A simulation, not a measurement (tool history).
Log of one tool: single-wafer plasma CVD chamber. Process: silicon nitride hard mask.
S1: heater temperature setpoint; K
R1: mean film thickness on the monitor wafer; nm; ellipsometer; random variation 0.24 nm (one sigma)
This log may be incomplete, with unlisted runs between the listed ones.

{"run": 1, "hour": 0.0, "S1": 658.15, "chamber pressure (Pa)": 241, "RF power (W)": 230, "deposition time (s)": 50.2, "R1": 49.801}
{"run": 2, "hour": 5.3, "S1": 658.15, "chamber pressure (Pa)": 241, "RF power (W)": 245, "deposition time (s)": 50.2, "R1": 51.483}
{"run": 3, "hour": 12.9, "S1": 658.15, "chamber pressure (Pa)": 231, "RF power (W)": 245, "deposition time (s)": 50.2, "R1": 50.93}
{"run": 4, "hour": 18.6, "S1": 668.15, "chamber pressure (Pa)": 231, "RF power (W)": 245, "deposition time (s)": 50.2, "R1": 50.957}
{"run": 5, "hour": 26.6, "S1": 668.15, "chamber pressure (Pa)": 221, "RF power (W)": 245, "deposition time (s)": 50.2, "R1": 50.003}
{"run": 6, "hour": 35.3, "S1": 660.15, "chamber pressure (Pa)": 221, "RF power (W)": 245, "deposition time (s)": 50.2, "R1": 50.128}
{"run": 7, "hour": 37.3, "S1": 660.15, "chamber pressure (Pa)": 213, "RF power (W)": 245, "deposition time (s)": 50.2, "R1": 50.056}
{"run": 8, "hour": 42.7, "S1": 660.15, "chamber pressure (Pa)": 205, "RF power (W)": 245, "deposition time (s)": 50.2, "R1": 49.332}
{"run": 9, "hour": 46.3, "S1": 660.15, "chamber pressure (Pa)": 205, "RF power (W)": 245, "deposition time (s)": 50.2, "R1": 49.208}
{"run": 10, "hour": 48.0, "S1": 660.15, "chamber pressure (Pa)": 199, "RF power (W)": 245, "deposition time (s)": 50.2, "R1": 48.994}
{"run": 11, "hour": 54.6, "S1": 660.15, "chamber pressure (Pa)": 192, "RF power (W)": 245, "deposition time (s)": 50.2, "R1": 48.61}
{"run": 12, "hour": 58.0, "S1": 660.15, "chamber pressure (Pa)": 187, "RF power (W)": 245, "deposition time (s)": 50.2, "R1": 47.995}
{"run": 13, "hour": 59.5, "S1": 660.15, "chamber pressure (Pa)": 183, "RF power (W)": 245, "deposition time (s)": 50.2, "R1": 48.087}
{"run": 14, "hour": 64.4, "S1": 660.15, "chamber pressure (Pa)": 179, "RF power (W)": 245, "deposition time (s)": 50.2, "R1": 47.254}

Expected results for the next run?
{"run": 15, "hour": 66.1, "S1": 660.15, "chamber pressure (Pa)": 176, "RF power (W)": 245, "deposition time (s)": 50.2, "R1": "?"}

{"run 15": {"R1": 47.817}}
